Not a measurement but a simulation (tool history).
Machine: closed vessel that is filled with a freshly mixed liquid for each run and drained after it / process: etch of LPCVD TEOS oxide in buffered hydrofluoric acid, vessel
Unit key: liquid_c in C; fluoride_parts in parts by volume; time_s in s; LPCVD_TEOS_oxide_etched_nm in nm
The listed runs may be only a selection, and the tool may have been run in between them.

run,hour,liquid_c,fluoride_parts,time_s,LPCVD_TEOS_oxide_etched_nm
1,0.0,24.0,12.5,95,256.90
2,5.5,24.0,11.0,95,291.43
3,7.3,26.0,10.5,95,339.82
4,9.6,27.5,10.5,95,365.45
5,10.9,26.0,10.5,95,334.20
6,17.1,26.0,8.5,95,397.30
7,19.9,27.0,8.5,95,422.49
# hour 21.4: thermometer replaced
8,21.4,27.5,8.5,95,385.73

Forecast run 9:
9,29.9,28.5,8.0,95,?

LPCVD_TEOS_oxide_etched_nm: 437.67 nm

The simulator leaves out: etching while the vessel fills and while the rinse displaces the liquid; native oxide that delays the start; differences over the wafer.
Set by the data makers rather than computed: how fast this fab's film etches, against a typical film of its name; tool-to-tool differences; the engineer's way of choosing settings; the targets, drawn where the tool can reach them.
